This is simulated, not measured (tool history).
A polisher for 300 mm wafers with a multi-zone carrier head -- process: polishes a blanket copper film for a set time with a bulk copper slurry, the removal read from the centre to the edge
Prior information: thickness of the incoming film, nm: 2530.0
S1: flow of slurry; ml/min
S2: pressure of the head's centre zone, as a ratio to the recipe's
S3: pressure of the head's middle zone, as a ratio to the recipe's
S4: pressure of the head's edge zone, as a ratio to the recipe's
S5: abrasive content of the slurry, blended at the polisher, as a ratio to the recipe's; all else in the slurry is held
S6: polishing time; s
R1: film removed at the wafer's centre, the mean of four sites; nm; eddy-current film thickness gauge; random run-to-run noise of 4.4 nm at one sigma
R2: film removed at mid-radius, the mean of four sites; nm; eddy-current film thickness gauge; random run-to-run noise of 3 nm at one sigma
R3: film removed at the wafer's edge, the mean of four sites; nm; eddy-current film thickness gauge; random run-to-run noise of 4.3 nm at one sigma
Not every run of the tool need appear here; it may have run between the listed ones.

Run 1, hour 0.0: S1 195 ml/min, S2 1.00, S3 1.00, S4 1.00, S5 1.0, S6 50 s. Result: R1 508.91 nm, R2 500.15 nm, R3 498.70 nm.
Run 2, hour 5.9: S1 165 ml/min, S2 1.00, S3 1.00, S4 1.00, S5 1.0, S6 50 s. Result: R1 490.26 nm, R2 484.59 nm, R3 478.42 nm.
Run 3, hour 6.7: S1 165 ml/min, S2 1.00, S3 1.00, S4 1.00, S5 1.0, S6 43 s. Result: R1 414.41 nm, R2 417.22 nm, R3 411.31 nm.
Run 4, hour 13.3: S1 165 ml/min, S2 1.00, S3 1.00, S4 1.08, S5 1.0, S6 43 s. Result: R1 412.31 nm, R2 417.90 nm, R3 429.32 nm.
Run 5, hour 21.0: S1 160 ml/min, S2 1.01, S3 1.00, S4 1.06, S5 1.0, S6 43 s. Result: R1 416.80 nm, R2 414.77 nm, R3 423.14 nm.
Run 6, hour 22.6: S1 155 ml/min, S2 1.02, S3 1.00, S4 1.05, S5 1.0, S6 43 s. Result: R1 418.57 nm, R2 414.31 nm, R3 416.10 nm.
Run 7, hour 27.4: S1 150 ml/min, S2 1.02, S3 1.00, S4 1.04, S5 1.0, S6 43 s. Result: R1 412.59 nm, R2 407.98 nm, R3 412.72 nm.
Run 8, hour 33.3: S1 145 ml/min, S2 1.03, S3 1.00, S4 1.03, S5 1.0, S6 43 s. Result: R1 420.72 nm, R2 400.49 nm, R3 398.85 nm.
Run 9, hour 36.5: S1 125 ml/min, S2 1.02, S3 1.00, S4 1.01, S5 1.0, S6 43 s. Result: R1 401.15 nm, R2 393.44 nm, R3 398.70 nm.

What does the tool deliver on the next run?
Run 10, hour 38.6: S1 125 ml/min, S2 1.02, S3 1.00, S4 1.00, S5 1.0, S6 43 s. Result: R1 ?, R2 ?, R3 ?.

Run 10 produced R1 395.41 nm, R2 392.33 nm, R3 384.14 nm.
